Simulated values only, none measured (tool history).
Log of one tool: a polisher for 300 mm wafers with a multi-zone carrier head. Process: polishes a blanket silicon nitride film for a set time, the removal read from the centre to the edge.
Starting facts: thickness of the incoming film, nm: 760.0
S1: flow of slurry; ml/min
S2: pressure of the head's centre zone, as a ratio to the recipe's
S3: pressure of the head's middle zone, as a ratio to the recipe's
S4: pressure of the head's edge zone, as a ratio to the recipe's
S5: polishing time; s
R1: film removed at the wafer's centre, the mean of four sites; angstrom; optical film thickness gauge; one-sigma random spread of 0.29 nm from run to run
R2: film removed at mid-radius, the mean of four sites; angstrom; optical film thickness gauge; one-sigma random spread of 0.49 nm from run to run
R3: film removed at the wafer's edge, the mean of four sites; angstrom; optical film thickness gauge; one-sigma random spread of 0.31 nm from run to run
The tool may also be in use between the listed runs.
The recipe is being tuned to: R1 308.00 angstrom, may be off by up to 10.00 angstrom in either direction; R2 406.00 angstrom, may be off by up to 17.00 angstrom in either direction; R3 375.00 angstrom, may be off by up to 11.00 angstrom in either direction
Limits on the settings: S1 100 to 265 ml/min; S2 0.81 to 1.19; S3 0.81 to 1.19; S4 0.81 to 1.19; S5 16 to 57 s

Run 1, day 0.000: S1 170 ml/min, S2 1.00, S3 1.00, S4 1.00, S5 36 s. Result: R1 466.46 angstrom, R2 470.52 angstrom, R3 465.43 angstrom.
Run 2, day 0.038: S1 170 ml/min, S2 1.00, S3 1.00, S4 1.00, S5 42 s. Result: R1 541.74 angstrom, R2 550.86 angstrom, R3 541.52 angstrom.
Run 3, day 0.346: S1 165 ml/min, S2 0.97, S3 1.01, S4 0.99, S5 40 s. Result: R1 493.47 angstrom, R2 522.18 angstrom, R3 506.58 angstrom.
Run 4, day 0.679: S1 165 ml/min, S2 0.97, S3 0.96, S4 0.99, S5 40 s. Result: R1 496.09 angstrom, R2 505.52 angstrom, R3 522.49 angstrom.
Run 5, day 0.846: S1 160 ml/min, S2 0.95, S3 0.97, S4 0.98, S5 39 s. Result: R1 470.63 angstrom, R2 495.35 angstrom, R3 494.22 angstrom.
Run 6, day 0.962: S1 155 ml/min, S2 0.93, S3 0.98, S4 0.99, S5 38 s. Result: R1 443.82 angstrom, R2 478.81 angstrom, R3 478.37 angstrom.
Run 7, day 1.067: S1 150 ml/min, S2 0.91, S3 0.99, S4 1.00, S5 37 s. Result: R1 427.03 angstrom, R2 485.47 angstrom, R3 472.09 angstrom.
Run 8, day 1.308: S1 145 ml/min, S2 0.90, S3 0.99, S4 1.00, S5 36 s. Result: R1 407.98 angstrom, R2 459.10 angstrom, R3 450.06 angstrom.
Run 9, day 1.346: S1 140 ml/min, S2 0.89, S3 1.00, S4 1.01, S5 35 s. Result: R1 379.00 angstrom, R2 445.91 angstrom, R3 441.46 angstrom.
Run 10, day 1.571: S1 135 ml/min, S2 0.88, S3 1.00, S4 1.00, S5 35 s. Result: R1 372.73 angstrom, R2 446.73 angstrom, R3 431.19 angstrom.
Run 11, day 1.892: S1 130 ml/min, S2 0.87, S3 1.00, S4 0.99, S5 35 s. Result: R1 366.59 angstrom, R2 439.20 angstrom, R3 431.46 angstrom.

Next run, 5 choices. One meets every target within its allowed miss, the rest don't. Which?
Run A, day 2.212: S1 140 ml/min, S2 0.86, S3 0.90, S4 1.02, S5 31 s. Result: R1 ?, R2 ?, R3 ?.
Run B, day 2.212: S1 165 ml/min, S2 0.88, S3 1.14, S4 0.92, S5 30 s. Result: R1 ?, R2 ?, R3 ?.
Run C, day 2.212: S1 105 ml/min, S2 0.82, S3 1.05, S4 0.89, S5 33 s. Result: R1 ?, R2 ?, R3 ?.
Run D, day 2.212: S1 115 ml/min, S2 0.89, S3 0.96, S4 1.06, S5 32 s. Result: R1 ?, R2 ?, R3 ?.
Run E, day 2.212: S1 110 ml/min, S2 0.81, S3 0.97, S4 1.08, S5 32 s. Result: R1 ?, R2 ?, R3 ?.

move      R1      R2      R3
   A  326.51  365.25  389.95
   B  337.01  447.18  367.37
   C  302.30  408.22  367.13
   D  328.90  377.51  395.09
   E  294.45  375.78  395.01
A: nearer than the last run, and not there yet
B: nearer than the last run, and not there yet
C: each result inside its tolerance
D: nearer than the last run, and not there yet
E: takes the biggest miss from the last run beyond its target
C is the move that brings every result within its allowed miss.
